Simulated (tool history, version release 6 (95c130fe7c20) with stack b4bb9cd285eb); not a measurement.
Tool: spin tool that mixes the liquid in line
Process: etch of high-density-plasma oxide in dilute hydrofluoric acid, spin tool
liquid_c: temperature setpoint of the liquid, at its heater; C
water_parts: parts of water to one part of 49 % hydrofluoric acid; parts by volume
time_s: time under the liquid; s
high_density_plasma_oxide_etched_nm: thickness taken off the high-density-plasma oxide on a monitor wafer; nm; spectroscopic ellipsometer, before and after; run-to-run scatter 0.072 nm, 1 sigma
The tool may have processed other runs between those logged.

run,hour,liquid_c,water_parts,time_s,high_density_plasma_oxide_etched_nm
1,0.0,25.0,110,270,17.927
2,6.6,25.0,110,270,17.936
3,11.9,24.0,110,270,17.176
4,13.9,24.0,125,270,14.916
5,17.1,23.5,125,270,14.585
6,22.2,25.0,125,270,15.460
7,23.6,24.5,125,270,15.133

Run 8 comes next. What will it give?
8,32.4,24.0,125,270,?

Run 8 produced high_density_plasma_oxide_etched_nm 14.985 nm.

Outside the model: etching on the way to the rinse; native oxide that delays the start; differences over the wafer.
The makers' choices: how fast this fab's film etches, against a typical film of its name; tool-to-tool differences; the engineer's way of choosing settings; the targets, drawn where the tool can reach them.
